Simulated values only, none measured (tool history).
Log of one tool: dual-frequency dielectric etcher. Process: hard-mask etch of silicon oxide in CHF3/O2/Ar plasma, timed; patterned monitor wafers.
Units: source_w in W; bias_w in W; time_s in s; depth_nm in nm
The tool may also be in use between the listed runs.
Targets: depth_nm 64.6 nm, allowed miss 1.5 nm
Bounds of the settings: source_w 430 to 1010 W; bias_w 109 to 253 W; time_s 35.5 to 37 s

run	day	source_w	bias_w	time_s	depth_nm
1	0	720	181	35.5	77.792
2	0.05	680	177	35.5	75.65
3	0.204	680	177	35.5	75.358
4	0.262	580	177	35.5	68.515
5	0.454	580	177	37	70.439
6	0.683	570	177	37	69.941
# day 0.879: source power generator calibrated
7	0.879	560	177	37	67.563
8	1.025	550	177	37	67.168

Which of these 5 next moves meets every target?
A	1.171	600	154	37	?
B	1.171	560	150	37	?
C	1.171	540	196	37	?
D	1.171	640	174	35.5	?
E	1.171	540	191	37	?

move	depth_nm
A	67.868
B	64.384
C	68.442
D	70.39
E	67.863
A: further off than the last run
B: meets every target
C: further off than the last run
D: further off than the last run
E: further off than the last run
Answer: B

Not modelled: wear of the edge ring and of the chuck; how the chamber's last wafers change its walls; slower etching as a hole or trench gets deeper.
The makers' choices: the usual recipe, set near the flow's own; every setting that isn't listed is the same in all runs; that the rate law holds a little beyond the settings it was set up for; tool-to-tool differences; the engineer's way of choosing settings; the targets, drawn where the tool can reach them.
